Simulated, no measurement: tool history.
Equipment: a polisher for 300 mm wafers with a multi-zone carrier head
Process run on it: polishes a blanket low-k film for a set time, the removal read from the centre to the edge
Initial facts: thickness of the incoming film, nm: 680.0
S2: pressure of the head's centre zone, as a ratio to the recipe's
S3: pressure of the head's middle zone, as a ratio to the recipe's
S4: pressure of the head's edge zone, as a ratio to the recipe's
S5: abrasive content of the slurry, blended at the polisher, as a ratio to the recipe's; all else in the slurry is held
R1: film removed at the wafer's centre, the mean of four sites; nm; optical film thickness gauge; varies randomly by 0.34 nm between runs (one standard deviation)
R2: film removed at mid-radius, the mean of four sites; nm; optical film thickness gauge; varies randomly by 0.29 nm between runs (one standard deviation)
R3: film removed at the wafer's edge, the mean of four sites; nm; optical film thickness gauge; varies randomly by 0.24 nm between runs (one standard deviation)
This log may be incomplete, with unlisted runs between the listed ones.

{"run": 1, "hour": 0.0, "flow of slurry (ml/min)": 260, "S2": 1, "S3": 1, "S4": 1, "S5": 1, "polishing time (s)": 67, "R1": 29.373, "R2": 28.351, "R3": 28.306}
{"run": 2, "hour": 6.5, "flow of slurry (ml/min)": 305, "S2": 1, "S3": 1, "S4": 1, "S5": 1, "polishing time (s)": 67, "R1": 29.366, "R2": 28.609, "R3": 28.876}
{"run": 3, "hour": 9.6, "flow of slurry (ml/min)": 305, "S2": 1, "S3": 1, "S4": 1, "S5": 1.1, "polishing time (s)": 67, "R1": 30.796, "R2": 31.352, "R3": 29.458}
{"run": 4, "hour": 15.0, "flow of slurry (ml/min)": 305, "S2": 1, "S3": 1, "S4": 1, "S5": 1, "polishing time (s)": 67, "R1": 29.281, "R2": 29.818, "R3": 28.497}
{"run": 5, "hour": 22.7, "flow of slurry (ml/min)": 300, "S2": 0.99, "S3": 0.98, "S4": 0.97, "S5": 0.9, "polishing time (s)": 66, "R1": 27.186, "R2": 26.983, "R3": 26.323}
{"run": 6, "hour": 31.0, "flow of slurry (ml/min)": 295, "S2": 0.97, "S3": 0.95, "S4": 0.95, "S5": 0.85, "polishing time (s)": 66, "R1": 26.175, "R2": 26.081, "R3": 25.849}

Run 7, settings as shown, results not yet in. Your forecast:
{"run": 7, "hour": 34.4, "flow of slurry (ml/min)": 290, "S2": 0.97, "S3": 0.93, "S4": 0.94, "S5": 0.8, "polishing time (s)": 66, "R1": "?", "R2": "?", "R3": "?"}

R1: 25.305 nm
R2: 24.788 nm
R3: 24.342 nm

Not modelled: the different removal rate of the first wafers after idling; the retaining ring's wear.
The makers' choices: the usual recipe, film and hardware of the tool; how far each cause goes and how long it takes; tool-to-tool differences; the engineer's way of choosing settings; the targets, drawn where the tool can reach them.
